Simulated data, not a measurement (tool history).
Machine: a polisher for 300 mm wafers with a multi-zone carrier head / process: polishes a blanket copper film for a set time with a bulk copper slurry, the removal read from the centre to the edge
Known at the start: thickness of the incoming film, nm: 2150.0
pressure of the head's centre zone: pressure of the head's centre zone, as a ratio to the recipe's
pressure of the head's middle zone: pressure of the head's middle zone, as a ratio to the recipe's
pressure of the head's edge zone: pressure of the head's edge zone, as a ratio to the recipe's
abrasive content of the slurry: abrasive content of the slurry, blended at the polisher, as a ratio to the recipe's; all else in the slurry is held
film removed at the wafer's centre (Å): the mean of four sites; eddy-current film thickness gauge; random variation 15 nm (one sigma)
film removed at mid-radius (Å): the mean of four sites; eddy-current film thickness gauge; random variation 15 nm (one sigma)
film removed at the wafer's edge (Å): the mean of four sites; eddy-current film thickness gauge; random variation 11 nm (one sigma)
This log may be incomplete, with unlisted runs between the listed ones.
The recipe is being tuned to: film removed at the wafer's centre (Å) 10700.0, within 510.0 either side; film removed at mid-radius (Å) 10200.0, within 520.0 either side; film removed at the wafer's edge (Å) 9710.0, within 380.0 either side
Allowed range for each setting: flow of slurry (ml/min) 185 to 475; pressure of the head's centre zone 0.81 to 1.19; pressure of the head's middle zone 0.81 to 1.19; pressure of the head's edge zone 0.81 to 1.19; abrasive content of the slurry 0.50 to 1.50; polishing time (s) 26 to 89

run,hour,flow of slurry (ml/min),pressure of the head's centre zone,pressure of the head's middle zone,pressure of the head's edge zone,abrasive content of the slurry,polishing time (s),film removed at the wafer's centre (Å),film removed at mid-radius (Å),film removed at the wafer's edge (Å)
1,0.0,305,1.00,1.00,1.00,1.00,57,7992.3,7783.3,7915.2
2,7.0,305,1.04,1.00,1.00,1.00,57,8207.5,7820.0,7739.4
3,8.6,305,1.04,1.00,1.05,1.00,57,8085.2,7933.3,8084.6
4,15.9,305,1.04,1.00,1.05,1.00,63,9033.7,8681.6,8806.3
5,16.8,270,1.04,1.00,1.05,1.00,63,8826.6,8538.8,8747.3
6,20.4,270,1.04,1.00,1.05,0.80,63,8395.1,8020.8,8357.9
7,29.2,275,1.05,1.01,1.06,0.85,63,8679.6,8166.0,8515.3
8,32.0,280,1.06,1.02,1.07,0.90,63,8668.8,8574.3,8558.9
9,36.3,285,1.16,1.00,1.07,1.15,70,11443.0,9907.6,10291.0
10,41.9,285,1.15,1.01,1.06,1.15,70,11336.0,9904.4,9993.1
11,46.3,280,1.09,1.06,1.05,1.15,70,10892.0,10212.0,10072.0
12,49.2,280,1.09,1.06,1.05,1.15,70,10599.0,10311.0,10033.0

Which single option among these 4 for the next run brings every result within its allowed miss of target? Just one does.
A,52.1,315,1.15,1.12,1.09,1.10,67,?,?,?
B,52.1,255,1.11,0.99,1.03,1.25,73,?,?,?
C,52.1,195,1.06,1.19,1.04,1.20,75,?,?,?
D,52.1,320,1.06,0.96,1.12,1.00,72,?,?,?

move,film removed at the wafer's centre (Å),film removed at mid-radius (Å),film removed at the wafer's edge (Å)
A,10913.0,10562.0,9791.0
B,11444.0,10383.0,10488.0
C,10551.0,11793.0,10331.0
D,10567.0,9752.8,10461.0
A: all results in spec
B: further off than the last run
C: further off than the last run
D: further off than the last run
The move that meets every target is A.

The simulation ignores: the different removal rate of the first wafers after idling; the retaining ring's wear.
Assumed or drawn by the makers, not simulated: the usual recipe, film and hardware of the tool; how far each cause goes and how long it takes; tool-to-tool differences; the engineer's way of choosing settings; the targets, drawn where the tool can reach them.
